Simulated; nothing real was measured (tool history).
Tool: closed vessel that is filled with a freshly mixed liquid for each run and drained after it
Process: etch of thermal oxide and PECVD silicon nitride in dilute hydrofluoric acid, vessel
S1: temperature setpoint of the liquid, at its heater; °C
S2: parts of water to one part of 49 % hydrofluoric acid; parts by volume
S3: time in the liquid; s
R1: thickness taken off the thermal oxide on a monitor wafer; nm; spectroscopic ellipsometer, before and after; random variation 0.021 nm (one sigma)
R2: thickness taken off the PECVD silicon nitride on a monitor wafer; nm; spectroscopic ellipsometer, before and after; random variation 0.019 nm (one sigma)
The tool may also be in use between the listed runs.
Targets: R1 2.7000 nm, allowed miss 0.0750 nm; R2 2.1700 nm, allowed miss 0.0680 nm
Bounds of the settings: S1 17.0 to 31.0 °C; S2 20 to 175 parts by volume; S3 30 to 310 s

Run 1, day 0.000: S1 23.0 °C, S2 95 parts by volume, S3 160 s. Result: R1 9.5530 nm, R2 6.6979 nm.
Run 2, day 0.283: S1 21.0 °C, S2 95 parts by volume, S3 160 s. Result: R1 8.7596 nm, R2 5.9276 nm.
Run 3, day 0.321: S1 21.5 °C, S2 110 parts by volume, S3 150 s. Result: R1 7.1394 nm, R2 4.8995 nm.
Run 4, day 0.417: S1 21.5 °C, S2 110 parts by volume, S3 120 s. Result: R1 5.7190 nm, R2 3.9245 nm.
Run 5, day 0.717: S1 21.5 °C, S2 145 parts by volume, S3 120 s. Result: R1 4.1499 nm, R2 3.0184 nm.
Run 6, day 0.800: S1 21.5 °C, S2 145 parts by volume, S3 180 s. Result: R1 6.2876 nm, R2 4.4763 nm.
Run 7, day 1.083: S1 23.5 °C, S2 175 parts by volume, S3 105 s. Result: R1 3.1263 nm, R2 2.4873 nm.
Run 8, day 1.171: S1 23.5 °C, S2 175 parts by volume, S3 75 s. Result: R1 2.2603 nm, R2 1.8006 nm.
Run 9, day 1.312: S1 23.5 °C, S2 170 parts by volume, S3 75 s. Result: R1 2.3158 nm, R2 1.8506 nm.
Run 10, day 1.504: S1 23.5 °C, S2 165 parts by volume, S3 75 s. Result: R1 2.3945 nm, R2 1.9179 nm.
At day 1.788: thermometer replaced.
Run 11, day 1.788: S1 24.0 °C, S2 155 parts by volume, S3 75 s. Result: R1 2.5257 nm, R2 1.8973 nm.
Run 12, day 2.100: S1 25.5 °C, S2 155 parts by volume, S3 80 s. Result: R1 2.8302 nm, R2 2.2420 nm.

4 next moves are on the table. One of them brings every result within its allowed miss. Which?
Run A, day 2.412: S1 23.0 °C, S2 145 parts by volume, S3 85 s. Result: R1 ?, R2 ?.
Run B, day 2.412: S1 26.0 °C, S2 175 parts by volume, S3 80 s. Result: R1 ?, R2 ?.
Run C, day 2.412: S1 26.0 °C, S2 165 parts by volume, S3 80 s. Result: R1 ?, R2 ?.
Run D, day 2.412: S1 28.0 °C, S2 175 parts by volume, S3 75 s. Result: R1 ?, R2 ?.

move      R1      R2
   A  2.9833  2.1390
   B  2.5179  2.0242
   C  2.7018  2.1467
   D  2.5388  2.1489
A: further off than the last run
B: takes the result that was furthest off past its target
C: meets every target
D: takes the result that was furthest off past its target
Answer: C
